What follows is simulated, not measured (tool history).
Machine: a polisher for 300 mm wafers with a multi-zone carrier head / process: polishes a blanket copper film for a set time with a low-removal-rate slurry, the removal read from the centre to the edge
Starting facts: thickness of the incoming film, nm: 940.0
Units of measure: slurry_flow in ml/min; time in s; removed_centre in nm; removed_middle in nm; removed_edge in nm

run  hour  slurry_flow  centre_zone  middle_zone  edge_zone  slurry_solids  time  removed_centre  removed_middle  removed_edge
  1     0          260            1            1          1              1    71           184.1          184.31        187.08
  2   3.7          260         0.93            1          1              1    71          168.91          185.44        179.45
  3   9.5          260         0.95         0.96       0.95            0.9    71          168.28          173.47         172.2
  4  13.2          260         0.95         0.96       0.95           0.75    71          156.81          163.96        158.94
  5  14.3          260         0.95         0.93       0.95           0.75    71          157.33          158.07        164.26
  6  19.7          220         0.95         0.93       0.95           0.75    71          154.86          156.15        159.69

What does the tool deliver on the next run?
  7    28          215         0.97         0.91       0.92           0.75    71               ?               ?             ?

removed_centre: 157.88 nm
removed_middle: 153.36 nm
removed_edge: 158.48 nm

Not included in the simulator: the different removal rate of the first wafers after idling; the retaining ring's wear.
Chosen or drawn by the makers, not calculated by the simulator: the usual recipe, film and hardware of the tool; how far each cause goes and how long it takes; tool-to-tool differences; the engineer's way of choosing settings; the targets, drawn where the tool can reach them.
